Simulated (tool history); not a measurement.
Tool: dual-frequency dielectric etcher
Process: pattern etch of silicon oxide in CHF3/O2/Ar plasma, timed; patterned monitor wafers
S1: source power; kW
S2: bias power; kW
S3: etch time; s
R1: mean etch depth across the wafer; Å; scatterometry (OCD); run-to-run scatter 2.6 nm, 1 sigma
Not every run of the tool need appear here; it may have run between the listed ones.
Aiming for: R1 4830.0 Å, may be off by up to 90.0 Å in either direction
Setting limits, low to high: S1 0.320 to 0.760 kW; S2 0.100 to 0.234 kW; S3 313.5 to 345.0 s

Run 1, day 0.000: S1 0.540 kW, S2 0.167 kW, S3 345.0 s. Result: R1 5648.0 Å.
Run 2, day 0.225: S1 0.500 kW, S2 0.165 kW, S3 344.5 s. Result: R1 5410.7 Å.
Run 3, day 0.317: S1 0.500 kW, S2 0.180 kW, S3 344.5 s. Result: R1 5551.1 Å.
Run 4, day 0.667: S1 0.500 kW, S2 0.151 kW, S3 344.5 s. Result: R1 5268.9 Å.
Run 5, day 0.704: S1 0.550 kW, S2 0.151 kW, S3 344.5 s. Result: R1 5496.9 Å.
Run 6, day 1.025: S1 0.520 kW, S2 0.150 kW, S3 344.5 s. Result: R1 5369.0 Å.
Run 7, day 1.388: S1 0.500 kW, S2 0.149 kW, S3 344.5 s. Result: R1 5256.6 Å.
Run 8, day 1.500: S1 0.480 kW, S2 0.148 kW, S3 344.5 s. Result: R1 5179.7 Å.
Run 9, day 1.758: S1 0.460 kW, S2 0.147 kW, S3 344.5 s. Result: R1 5078.4 Å.
Run 10, day 2.033: S1 0.450 kW, S2 0.146 kW, S3 344.5 s. Result: R1 5012.5 Å.
Run 11, day 2.279: S1 0.440 kW, S2 0.146 kW, S3 344.5 s. Result: R1 4968.3 Å.

Which one of the following 5 next-run settings gets every result inside its allowed miss? There is exactly one.
Run A, day 2.525: S1 0.450 kW, S2 0.147 kW, S3 345.0 s. Result: R1 ?.
Run B, day 2.525: S1 0.420 kW, S2 0.164 kW, S3 345.0 s. Result: R1 ?.
Run C, day 2.525: S1 0.480 kW, S2 0.140 kW, S3 313.5 s. Result: R1 ?.
Run D, day 2.525: S1 0.470 kW, S2 0.137 kW, S3 330.5 s. Result: R1 ?.
Run E, day 2.525: S1 0.480 kW, S2 0.148 kW, S3 339.0 s. Result: R1 ?.

move      R1
   A  4977.4
   B  4973.9
   C  4595.3
   D  4771.2
   E  5044.2
A: the biggest miss grows against the last run
B: as far off as the last run
C: takes the biggest miss from the last run beyond its target
D: all results land within tolerance of their targets
E: the biggest miss grows against the last run
The right move is D.
